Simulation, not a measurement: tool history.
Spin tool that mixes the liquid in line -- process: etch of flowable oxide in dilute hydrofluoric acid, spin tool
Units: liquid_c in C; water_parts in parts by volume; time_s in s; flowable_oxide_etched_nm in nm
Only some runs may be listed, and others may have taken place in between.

run  hour  liquid_c  water_parts  time_s  flowable_oxide_etched_nm
  1     0        25          290     305                    51.834
  2   4.6        25          290     305                    52.385
  3   7.7        25          195     305                    85.706
  4  13.4        25          195     305                    84.907
  5  17.1        24          205     305                    78.353
  6  25.7      23.5          215     305                    71.247
  7  29.9      22.5          220     305                    66.334
  8    35        22          225     305                    64.565
  9  39.7      21.5          230     305                    61.427
 10  43.9        21          235     305                    58.371
 11  47.4      20.5          235     305                    57.686
 12  50.2        20          240     305                    55.005

Predict the results of run 13:
 13  55.9      19.5          240     305                         ?

Run 13 yielded flowable_oxide_etched_nm 54.325 nm.

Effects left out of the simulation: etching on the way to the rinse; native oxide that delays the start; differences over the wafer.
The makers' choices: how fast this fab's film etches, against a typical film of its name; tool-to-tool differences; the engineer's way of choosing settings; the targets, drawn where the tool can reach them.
